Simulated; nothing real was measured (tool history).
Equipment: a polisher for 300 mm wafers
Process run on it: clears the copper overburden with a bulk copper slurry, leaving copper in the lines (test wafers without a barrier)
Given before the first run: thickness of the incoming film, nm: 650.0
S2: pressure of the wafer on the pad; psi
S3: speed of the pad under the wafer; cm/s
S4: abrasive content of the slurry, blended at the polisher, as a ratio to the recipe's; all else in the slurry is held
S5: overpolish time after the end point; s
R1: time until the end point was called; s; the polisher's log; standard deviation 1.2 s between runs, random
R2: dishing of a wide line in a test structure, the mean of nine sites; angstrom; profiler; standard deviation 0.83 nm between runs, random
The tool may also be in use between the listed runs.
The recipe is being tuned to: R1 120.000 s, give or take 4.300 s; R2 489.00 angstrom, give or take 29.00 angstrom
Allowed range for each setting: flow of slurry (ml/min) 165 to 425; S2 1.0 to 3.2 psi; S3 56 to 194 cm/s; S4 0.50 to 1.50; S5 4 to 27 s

run 1 hour=0.0 | flow_of_slurry_(ml/min)=275 S2=2.1 S3=124 S4=1.00 S5=14 | R1=83.382 R2=632.99
run 2 hour=2.0 | flow_of_slurry_(ml/min)=275 S2=2.1 S3=124 S4=1.00 S5=12 | R1=81.466 R2=576.15
run 3 hour=9.3 | flow_of_slurry_(ml/min)=275 S2=1.9 S3=124 S4=1.00 S5=13 | R1=88.508 R2=573.75
run 4 hour=14.3 | flow_of_slurry_(ml/min)=275 S2=1.9 S3=124 S4=1.00 S5=16 | R1=89.611 R2=680.48
run 5 hour=22.2 | flow_of_slurry_(ml/min)=275 S2=1.7 S3=124 S4=1.00 S5=15 | R1=97.071 R2=604.30
run 6 hour=23.6 | flow_of_slurry_(ml/min)=275 S2=1.7 S3=150 S4=1.00 S5=15 | R1=80.046 R2=693.15
run 7 hour=25.1 | flow_of_slurry_(ml/min)=275 S2=1.5 S3=146 S4=1.00 S5=15 | R1=90.532 R2=622.11
run 8 hour=28.9 | flow_of_slurry_(ml/min)=275 S2=1.3 S3=144 S4=1.00 S5=15 | R1=98.935 R2=570.46
run 9 hour=32.0 | flow_of_slurry_(ml/min)=275 S2=1.2 S3=142 S4=1.00 S5=15 | R1=108.070 R2=526.07
run 10 hour=39.4 | flow_of_slurry_(ml/min)=275 S2=1.1 S3=142 S4=1.00 S5=15 | R1=114.290 R2=506.78

Next run, 5 choices. One meets every target within its allowed miss, the rest don't. Which?
run A hour=46.8 | flow_of_slurry_(ml/min)=195 S2=1.2 S3=146 S4=1.20 S5=14 | R1=? R2=?
run B hour=46.8 | flow_of_slurry_(ml/min)=395 S2=1.0 S3=134 S4=1.00 S5=18 | R1=? R2=?
run C hour=46.8 | flow_of_slurry_(ml/min)=280 S2=1.1 S3=140 S4=1.05 S5=13 | R1=? R2=?
run D hour=46.8 | flow_of_slurry_(ml/min)=165 S2=1.2 S3=150 S4=0.85 S5=15 | R1=? R2=?
run E hour=46.8 | flow_of_slurry_(ml/min)=225 S2=1.3 S3=140 S4=1.00 S5=14 | R1=? R2=?

move=A R1=107.040 R2=510.18
move=B R1=121.100 R2=549.99
move=C R1=113.300 R2=458.92
move=D R1=119.230 R2=495.61
move=E R1=107.350 R2=512.67
A: misses by more than the last run did
B: gets the furthest-off result to its target, but another result is out of tolerance
C: misses by more than the last run did
D: hits every target within its allowed miss
E: misses by more than the last run did
Go with D: it meets all targets.

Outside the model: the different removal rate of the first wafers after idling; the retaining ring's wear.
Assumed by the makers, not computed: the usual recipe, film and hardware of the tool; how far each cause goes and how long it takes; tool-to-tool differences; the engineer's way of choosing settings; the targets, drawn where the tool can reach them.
